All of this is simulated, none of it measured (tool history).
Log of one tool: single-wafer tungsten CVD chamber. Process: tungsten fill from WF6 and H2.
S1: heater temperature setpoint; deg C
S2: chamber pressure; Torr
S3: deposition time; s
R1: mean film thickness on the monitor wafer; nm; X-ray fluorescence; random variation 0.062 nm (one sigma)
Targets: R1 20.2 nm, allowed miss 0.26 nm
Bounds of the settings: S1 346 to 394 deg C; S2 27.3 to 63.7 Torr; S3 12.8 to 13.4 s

run	hour	S1	S2	S3	R1
1	0	370	45.5	13.4	25.07
2	0.8	370	41.1	13.4	24.009
3	6.3	377	41.1	13.4	27.627
4	14.1	377	41.1	12.8	26.289
5	22.2	377	47.4	12.8	28.057
6	27.7	377	47.4	12.8	27.945
# hour 29.1: capacitance manometer re-zeroed and calibrated
7	29.1	374	47.3	12.8	27.316
8	33.1	370	47.2	12.8	25.092
9	40.5	367	47.2	12.8	23.581
10	44	365	47.2	12.8	22.803
11	45.5	358	47.1	12.8	19.644

Which of these 4 next moves meets every target?
A	47	358	44.7	13.2	?
B	47	358	46.3	12.8	?
C	47	356	46.9	13.1	?
D	47	361	44.1	12.8	?

move	R1
A	19.777
B	19.47
C	19.223
D	20.283
A: nearer than the last run, and not there yet
B: further off than the last run
C: further off than the last run
D: meets every target
Answer: D

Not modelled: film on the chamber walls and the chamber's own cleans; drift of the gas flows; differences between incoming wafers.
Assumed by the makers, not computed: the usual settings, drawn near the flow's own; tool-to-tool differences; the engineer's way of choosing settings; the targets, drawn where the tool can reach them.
